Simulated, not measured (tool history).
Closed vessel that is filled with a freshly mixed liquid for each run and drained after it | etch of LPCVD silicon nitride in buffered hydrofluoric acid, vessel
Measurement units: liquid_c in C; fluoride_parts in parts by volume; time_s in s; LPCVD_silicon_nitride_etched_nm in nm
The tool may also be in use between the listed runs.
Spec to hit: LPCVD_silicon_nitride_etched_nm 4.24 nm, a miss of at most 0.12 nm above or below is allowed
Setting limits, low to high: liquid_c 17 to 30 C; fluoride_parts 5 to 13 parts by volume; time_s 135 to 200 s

run	hour	liquid_c	fluoride_parts	time_s	LPCVD_silicon_nitride_etched_nm
1	0	22	8	200	3.8453
2	6.5	22	9	200	3.3746
3	13.3	24	9	200	3.7676
4	18	24	9	135	2.4992
5	21.5	24	9	200	3.7741
6	26.6	24.5	9	200	3.8983
7	27.7	24.5	9	200	3.8797
8	32.4	25	9	200	3.9383
# hour 39.2: thermometer replaced
9	39.2	25.5	9	200	3.6683
10	42.5	25.5	9	200	3.6544
11	47.7	26.5	8.5	200	4.0813

Below are 5 possible settings for the next run. Only one of them brings all results inside the allowed miss of their targets. Which is it?
A	52.9	30	9	195	?
B	52.9	23.5	6.5	195	?
C	52.9	25	8	195	?
D	52.9	24.5	7	185	?
E	52.9	28.5	8.5	195	?

move	LPCVD_silicon_nitride_etched_nm
A	4.5325
B	4.4801
C	3.9458
D	4.2086
E	4.4561
A: pushes the last run's worst result past its target
B: pushes the last run's worst result past its target
C: lands further from the targets than the last run did
D: each result inside its tolerance
E: pushes the last run's worst result past its target
D is the move that brings every result within its allowed miss.
